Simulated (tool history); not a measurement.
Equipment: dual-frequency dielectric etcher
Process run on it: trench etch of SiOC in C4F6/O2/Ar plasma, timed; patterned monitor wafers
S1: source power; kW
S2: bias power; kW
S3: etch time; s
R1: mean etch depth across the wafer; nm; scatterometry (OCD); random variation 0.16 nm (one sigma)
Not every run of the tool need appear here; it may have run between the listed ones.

{"run": 1, "hour": 0.0, "S1": 0.41, "S2": 0.166, "S3": 15.0, "R1": 28.3}
{"run": 2, "hour": 3.6, "S1": 0.46, "S2": 0.166, "S3": 15.0, "R1": 29.693}
{"run": 3, "hour": 12.3, "S1": 0.42, "S2": 0.16, "S3": 15.0, "R1": 27.837}
{"run": 4, "hour": 17.1, "S1": 0.42, "S2": 0.16, "S3": 15.0, "R1": 28.033}
{"run": 5, "hour": 20.8, "S1": 0.42, "S2": 0.16, "S3": 15.0, "R1": 27.873}
{"run": 6, "hour": 25.6, "S1": 0.42, "S2": 0.16, "S3": 15.0, "R1": 27.985}
{"run": 7, "hour": 26.6, "S1": 0.39, "S2": 0.157, "S3": 15.0, "R1": 26.98}

Expected results for the next run?
{"run": 8, "hour": 30.4, "S1": 0.37, "S2": 0.155, "S3": 15.0, "R1": "?"}

R1: 26.018 nm

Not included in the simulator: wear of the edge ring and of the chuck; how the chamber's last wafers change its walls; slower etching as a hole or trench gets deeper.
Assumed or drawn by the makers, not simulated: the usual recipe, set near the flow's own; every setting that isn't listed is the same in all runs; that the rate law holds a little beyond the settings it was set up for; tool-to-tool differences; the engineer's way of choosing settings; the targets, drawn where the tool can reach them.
